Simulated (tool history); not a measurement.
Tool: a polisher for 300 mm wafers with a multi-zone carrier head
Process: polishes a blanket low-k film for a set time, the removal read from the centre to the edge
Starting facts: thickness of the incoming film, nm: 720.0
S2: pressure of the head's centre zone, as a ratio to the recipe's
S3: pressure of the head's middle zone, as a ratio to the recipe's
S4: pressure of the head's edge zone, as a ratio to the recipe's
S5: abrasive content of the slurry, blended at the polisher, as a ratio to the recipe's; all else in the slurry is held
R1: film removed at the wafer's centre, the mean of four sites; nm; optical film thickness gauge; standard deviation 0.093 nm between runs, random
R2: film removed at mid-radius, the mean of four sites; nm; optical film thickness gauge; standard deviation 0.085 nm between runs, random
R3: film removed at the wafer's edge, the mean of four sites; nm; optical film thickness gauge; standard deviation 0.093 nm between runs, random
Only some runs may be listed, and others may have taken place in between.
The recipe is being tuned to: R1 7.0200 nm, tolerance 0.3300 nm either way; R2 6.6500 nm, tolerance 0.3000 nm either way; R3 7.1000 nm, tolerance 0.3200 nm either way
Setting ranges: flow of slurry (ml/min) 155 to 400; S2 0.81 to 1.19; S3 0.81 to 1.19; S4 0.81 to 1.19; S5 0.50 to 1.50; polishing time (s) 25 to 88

run 1 day=0.000 | flow_of_slurry_(ml/min)=255 S2=1.00 S3=1.00 S4=1.00 S5=1.00 polishing_time_(s)=56 | R1=14.6350 R2=14.5190 R3=15.0830
run 2 day=0.071 | flow_of_slurry_(ml/min)=280 S2=1.00 S3=1.00 S4=1.00 S5=1.00 polishing_time_(s)=56 | R1=14.8080 R2=15.0020 R3=15.1390
run 3 day=0.150 | flow_of_slurry_(ml/min)=280 S2=1.00 S3=0.98 S4=0.99 S5=0.90 polishing_time_(s)=51 | R1=12.9080 R2=12.7610 R3=13.3200
run 4 day=0.504 | flow_of_slurry_(ml/min)=230 S2=1.00 S3=0.98 S4=0.99 S5=0.90 polishing_time_(s)=51 | R1=12.9720 R2=12.2620 R3=13.0550
run 5 day=0.583 | flow_of_slurry_(ml/min)=230 S2=0.99 S3=0.98 S4=0.98 S5=0.85 polishing_time_(s)=47 | R1=11.4830 R2=11.3360 R3=11.4520
run 6 day=0.708 | flow_of_slurry_(ml/min)=230 S2=0.99 S3=0.98 S4=1.03 S5=0.85 polishing_time_(s)=47 | R1=11.5620 R2=11.1670 R3=11.9630
run 7 day=0.779 | flow_of_slurry_(ml/min)=225 S2=0.98 S3=0.96 S4=1.01 S5=0.80 polishing_time_(s)=44 | R1=10.0430 R2=9.9605 R3=10.4290
run 8 day=1.025 | flow_of_slurry_(ml/min)=210 S2=0.99 S3=0.86 S4=0.95 S5=0.55 polishing_time_(s)=38 | R1=7.2835 R2=6.1974 R3=7.1909

Of the 5 settings listed for the next run, only one would bring every result within its allowed miss of target. Which one?
run A day=1.271 | flow_of_slurry_(ml/min)=200 S2=0.97 S3=0.92 S4=0.91 S5=0.50 polishing_time_(s)=40 | R1=? R2=? R3=?
run B day=1.271 | flow_of_slurry_(ml/min)=170 S2=0.94 S3=0.88 S4=1.01 S5=0.55 polishing_time_(s)=41 | R1=? R2=? R3=?
run C day=1.271 | flow_of_slurry_(ml/min)=240 S2=0.87 S3=1.08 S4=0.97 S5=0.55 polishing_time_(s)=37 | R1=? R2=? R3=?
run D day=1.271 | flow_of_slurry_(ml/min)=155 S2=0.92 S3=0.85 S4=0.99 S5=0.50 polishing_time_(s)=45 | R1=? R2=? R3=?
run E day=1.271 | flow_of_slurry_(ml/min)=170 S2=1.13 S3=0.98 S4=0.98 S5=0.50 polishing_time_(s)=39 | R1=? R2=? R3=?

move=A R1=6.8418 R2=6.5065 R3=7.0811
move=B R1=6.9829 R2=6.6286 R3=7.9228
move=C R1=6.1768 R2=7.4790 R3=7.2606
move=D R1=6.9502 R2=6.5683 R3=8.0403
move=E R1=7.5588 R2=6.5098 R3=7.0074
A: in spec on every target
B: puts the biggest miss on target and leaves a different result outside tolerance
C: the result that was furthest off in the last run now lies on the other side of its target
D: puts the biggest miss on target and leaves a different result outside tolerance
E: puts the biggest miss on target and leaves a different result outside tolerance
Go with A: it meets all targets.
